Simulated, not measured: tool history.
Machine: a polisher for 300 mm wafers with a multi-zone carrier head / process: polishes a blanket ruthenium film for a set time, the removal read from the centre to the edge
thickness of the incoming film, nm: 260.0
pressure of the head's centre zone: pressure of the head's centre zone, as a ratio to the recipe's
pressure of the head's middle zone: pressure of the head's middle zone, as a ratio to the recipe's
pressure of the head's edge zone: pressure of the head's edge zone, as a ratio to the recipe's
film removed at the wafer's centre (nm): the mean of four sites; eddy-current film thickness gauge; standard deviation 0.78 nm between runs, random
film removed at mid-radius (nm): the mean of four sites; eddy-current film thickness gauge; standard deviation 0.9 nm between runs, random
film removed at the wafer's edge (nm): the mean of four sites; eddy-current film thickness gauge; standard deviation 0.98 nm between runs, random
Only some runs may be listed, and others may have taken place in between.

run  hour  flow of slurry (ml/min)  pressure of the head's centre zone  pressure of the head's middle zone  pressure of the head's edge zone  polishing time (s)  film removed at the wafer's centre (nm)  film removed at mid-radius (nm)  film removed at the wafer's edge (nm)
  1     0                      260                                   1                                   1                                 1                  60                                   65.796                           66.014                                 66.024
  2   4.7                      260                                   1                                1.06                                 1                  60                                   65.336                           69.001                                 66.041
  3  10.7                      260                                   1                                1.06                                 1                  53                                   57.889                           60.799                                 56.936
  4  11.8                      260                                   1                                1.06                              0.97                  53                                   57.953                           60.988                                 57.303
  5  14.7                      290                                   1                                1.06                              0.97                  53                                   59.304                           62.793                                 58.165
  6  19.3                      290                                   1                                1.06                              1.02                  53                                   58.881                           61.122                                 59.624
  7  23.6                      300                                1.01                                1.08                              1.01                  56                                   63.605                           67.518                                 63.011
  8  30.1                      310                                1.02                                1.09                              1.02                  58                                   66.109                           69.631                                 65.895
  9  31.3                      320                                1.03                                 1.1                              1.02                  60                                   69.728                           72.901                                 68.044
 10  37.6                      325                                1.03                                1.11                              1.02                  62                                    71.82                           76.791                                 70.071
 11  40.9                      330                                1.04                                1.12                              1.02                  64                                   75.476                           78.868                                 71.536
 12  45.6                      335                                1.04                                1.13                              1.02                  66                                   77.251                           82.525                                 75.192
 13  46.3                      340                                1.04                                1.14                              1.02                  68                                   80.015                           86.756                                 76.597
 14  52.3                      345                                1.04                                1.15                              1.03                  69                                   80.237                           86.194                                 78.609

Forecast run 15:
 15  54.7                      350                                1.04                                1.16                              1.03                  70                                        ?                                ?                                      ?

Run 15 measured film removed at the wafer's centre (nm) 83.337, film removed at mid-radius (nm) 89.432, film removed at the wafer's edge (nm) 78.397.
